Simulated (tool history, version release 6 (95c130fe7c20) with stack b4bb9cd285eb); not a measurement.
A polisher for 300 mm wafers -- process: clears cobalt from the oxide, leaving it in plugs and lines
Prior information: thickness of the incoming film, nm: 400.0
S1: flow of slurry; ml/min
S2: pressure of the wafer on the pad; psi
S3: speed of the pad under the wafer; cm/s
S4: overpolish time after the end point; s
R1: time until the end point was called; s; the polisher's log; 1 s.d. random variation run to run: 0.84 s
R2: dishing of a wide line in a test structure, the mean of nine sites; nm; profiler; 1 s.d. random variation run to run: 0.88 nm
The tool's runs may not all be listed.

| run | hour | S1 | S2 | S3 | S4 | R1 | R2 |
|---|---|---|---|---|---|---|---|
| 1 | 0 | 295 | 2 | 124 | 9 | 58.542 | 44.615 |
| 2 | 2 | 295 | 2 | 108 | 9 | 65.045 | 41.294 |
| 3 | 7.8 | 295 | 2 | 78 | 9 | 76.91 | 36.373 |
| 4 | 15.6 | 295 | 2 | 98 | 9 | 68.203 | 39.146 |
| 5 | 24 | 295 | 2.2 | 100 | 9 | 61.367 | 44.035 |
| 6 | 30.3 | 365 | 2.2 | 100 | 9 | 57.568 | 44.959 |
| 7 | 31.8 | 370 | 2.3 | 100 | 9 | 59.7 | 44.745 |
| 8 | 40 | 370 | 2.4 | 102 | 9 | 54.817 | 48.209 |
| 9 | 46.4 | 370 | 2.5 | 104 | 9 | 53.559 | 49.154 |

For run 10, what comes out?
| 10 | 49.4 | 370 | 2.6 | 106 | 9 | ? | ? |

R1: 49.328 s
R2: 50.749 nm
